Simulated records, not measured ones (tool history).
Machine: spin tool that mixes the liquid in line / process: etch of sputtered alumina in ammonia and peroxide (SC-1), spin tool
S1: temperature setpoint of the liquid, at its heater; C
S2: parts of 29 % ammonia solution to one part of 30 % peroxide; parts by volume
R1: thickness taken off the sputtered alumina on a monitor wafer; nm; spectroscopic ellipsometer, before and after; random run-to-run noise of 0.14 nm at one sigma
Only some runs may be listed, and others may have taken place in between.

run 1 hour=0.0 | S1=51.0 S2=1.0 time_under_the_liquid_(s)=160 | R1=16.730
run 2 hour=2.3 | S1=51.0 S2=1.0 time_under_the_liquid_(s)=160 | R1=16.623
run 3 hour=7.2 | S1=51.0 S2=1.0 time_under_the_liquid_(s)=160 | R1=16.609
run 4 hour=11.7 | S1=51.5 S2=1.0 time_under_the_liquid_(s)=160 | R1=16.782
run 5 hour=12.7 | S1=52.5 S2=1.0 time_under_the_liquid_(s)=160 | R1=18.044
run 6 hour=20.7 | S1=52.5 S2=1.2 time_under_the_liquid_(s)=160 | R1=18.226
run 7 hour=26.1 | S1=53.0 S2=1.2 time_under_the_liquid_(s)=160 | R1=18.839
run 8 hour=27.0 | S1=53.5 S2=1.2 time_under_the_liquid_(s)=160 | R1=19.436
run 9 hour=33.8 | S1=54.0 S2=1.2 time_under_the_liquid_(s)=160 | R1=19.882
run 10 hour=37.8 | S1=54.5 S2=1.2 time_under_the_liquid_(s)=160 | R1=20.347
run 11 hour=39.8 | S1=55.0 S2=1.2 time_under_the_liquid_(s)=160 | R1=21.053
run 12 hour=41.8 | S1=55.5 S2=1.2 time_under_the_liquid_(s)=160 | R1=21.481

Predict the results of run 13:
run 13 hour=49.6 | S1=57.0 S2=1.2 time_under_the_liquid_(s)=160 | R1=?

Run 13 yielded R1 23.318 nm.

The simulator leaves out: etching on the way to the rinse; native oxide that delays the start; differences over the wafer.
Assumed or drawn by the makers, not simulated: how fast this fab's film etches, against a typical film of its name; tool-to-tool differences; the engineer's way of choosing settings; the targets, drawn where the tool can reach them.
